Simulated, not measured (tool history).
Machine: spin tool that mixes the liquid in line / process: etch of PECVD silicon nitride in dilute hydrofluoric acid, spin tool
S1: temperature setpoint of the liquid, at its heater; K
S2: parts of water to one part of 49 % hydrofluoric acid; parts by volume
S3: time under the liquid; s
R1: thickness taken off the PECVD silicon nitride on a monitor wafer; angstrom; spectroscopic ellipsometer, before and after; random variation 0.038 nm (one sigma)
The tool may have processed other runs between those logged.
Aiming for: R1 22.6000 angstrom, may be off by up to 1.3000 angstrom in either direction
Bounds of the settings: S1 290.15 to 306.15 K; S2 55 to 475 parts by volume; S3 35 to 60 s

run,hour,S1,S2,S3,R1
1,0.0,298.15,265,60,8.0844
2,3.7,299.15,240,60,9.2969
3,11.0,299.15,240,60,9.3968
4,15.5,299.15,285,60,7.6930
5,21.5,299.15,205,60,10.8600
6,30.4,296.65,205,60,9.6419
7,36.9,297.65,185,60,11.3320
8,42.3,298.65,170,60,12.8330
9,44.6,299.65,160,60,14.6380
10,53.3,300.65,160,60,15.4850
11,57.3,301.65,160,60,16.7450

Which single option among these 4 for the next run brings every result within its allowed miss of target? Just one does.
A,61.3,306.15,130,60,?
B,61.3,302.65,125,60,?
C,61.3,304.15,160,60,?
D,61.3,299.15,85,60,?

move,R1
A,26.0840
B,21.9090
C,18.6990
D,25.7650
A: takes the biggest miss from the last run beyond its target
B: all results land within tolerance of their targets
C: moves toward the targets from the last run without getting all of them in spec
D: takes the biggest miss from the last run beyond its target
So the answer is move B, the one that meets all the targets.

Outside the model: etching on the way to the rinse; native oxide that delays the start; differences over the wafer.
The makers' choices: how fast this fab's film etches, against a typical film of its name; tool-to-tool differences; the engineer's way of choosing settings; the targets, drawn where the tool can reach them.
